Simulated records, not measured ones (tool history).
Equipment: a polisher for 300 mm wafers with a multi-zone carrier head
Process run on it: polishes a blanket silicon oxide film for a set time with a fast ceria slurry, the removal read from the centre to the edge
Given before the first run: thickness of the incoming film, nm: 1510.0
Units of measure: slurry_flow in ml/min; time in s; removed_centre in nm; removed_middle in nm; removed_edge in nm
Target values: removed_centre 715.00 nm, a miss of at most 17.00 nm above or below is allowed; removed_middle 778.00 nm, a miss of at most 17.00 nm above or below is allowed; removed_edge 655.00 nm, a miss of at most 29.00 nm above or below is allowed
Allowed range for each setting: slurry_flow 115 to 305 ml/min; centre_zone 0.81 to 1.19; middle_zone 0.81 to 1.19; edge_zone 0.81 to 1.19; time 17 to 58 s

run  hour  slurry_flow  centre_zone  middle_zone  edge_zone  time  removed_centre  removed_middle  removed_edge
  1   0.0          195         1.00         1.00       1.00    37          464.87          472.75        429.22
  2   6.7          195         1.00         1.04       1.00    37          466.15          481.20        427.11
  3  12.0          215         1.00         1.08       1.03    41          526.62          560.99        489.13
  4  20.9          230         1.01         1.11       1.05    43          556.49          604.91        508.16
  5  23.5          230         1.01         1.11       1.05    37          485.21          519.16        439.93
     30.5  -- edge zone pressure recalibrated
  6  30.5          230         0.96         1.11       1.05    37          455.40          519.31        474.59
  7  31.1          280         1.04         1.17       1.15    47          635.07          707.30        631.07
  8  40.0          285         1.05         1.18       1.14    48          656.39          725.19        657.47

Next run, 4 choices. One meets every target within its allowed miss, the rest don't. Which?
  A  48.9          260         1.08         1.19       0.90    52               ?               ?             ?
  B  48.9          280         1.12         1.19       1.03    49               ?               ?             ?
  C  48.9          180         1.19         1.19       0.84    54               ?               ?             ?
  D  48.9          175         1.11         1.19       1.02    54               ?               ?             ?

move  removed_centre  removed_middle  removed_edge
   A          708.52          781.33        607.05
   B          690.83          741.63        613.33
   C          749.75          775.22        590.82
   D          710.08          772.13        644.79
A: puts the biggest miss on target and leaves a different result outside tolerance
B: better than the last run, though not everything is in spec
C: takes the biggest miss from the last run beyond its target
D: all results land within tolerance of their targets
The right move is D.
